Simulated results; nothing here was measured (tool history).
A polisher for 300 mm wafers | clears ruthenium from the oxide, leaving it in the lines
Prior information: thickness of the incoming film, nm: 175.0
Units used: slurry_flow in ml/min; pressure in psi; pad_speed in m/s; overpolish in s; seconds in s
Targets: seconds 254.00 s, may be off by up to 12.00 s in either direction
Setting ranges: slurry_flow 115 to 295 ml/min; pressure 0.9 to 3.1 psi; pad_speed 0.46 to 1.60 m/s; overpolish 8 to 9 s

| run | hour | slurry_flow | pressure | pad_speed | overpolish | seconds |
|---|---|---|---|---|---|---|
| 1 | 0.0 | 190 | 2.0 | 1.02 | 9 | 150.56 |
| 2 | 6.2 | 190 | 2.0 | 1.02 | 8 | 149.15 |
| 3 | 14.9 | 190 | 2.4 | 1.02 | 8 | 128.11 |
| 4 | 16.3 | 190 | 1.9 | 0.98 | 8 | 163.01 |
| 5 | 17.4 | 190 | 1.9 | 0.98 | 9 | 164.47 |
| 6 | 23.8 | 155 | 1.9 | 0.98 | 9 | 161.59 |
| 7 | 32.6 | 155 | 1.6 | 0.96 | 9 | 199.08 |
| 8 | 34.0 | 155 | 1.5 | 0.96 | 9 | 209.69 |
| 9 | 42.1 | 155 | 1.1 | 0.94 | 9 | 273.43 |

4 candidate next runs follow, results not yet known. Just one meets every target within its allowed miss. Identify it.
| A | 50.2 | 115 | 1.0 | 1.00 | 8 | ? |
| B | 50.2 | 200 | 1.5 | 0.48 | 9 | ? |
| C | 50.2 | 165 | 1.1 | 0.76 | 8 | ? |
| D | 50.2 | 150 | 1.2 | 0.94 | 9 | ? |

| move | seconds |
|---|---|
| A | 302.63 |
| B | 295.60 |
| C | 312.00 |
| D | 258.23 |
A: its largest miss is bigger than the last run's
B: its largest miss is bigger than the last run's
C: its largest miss is bigger than the last run's
D: hits every target within its allowed miss
The right move is D.
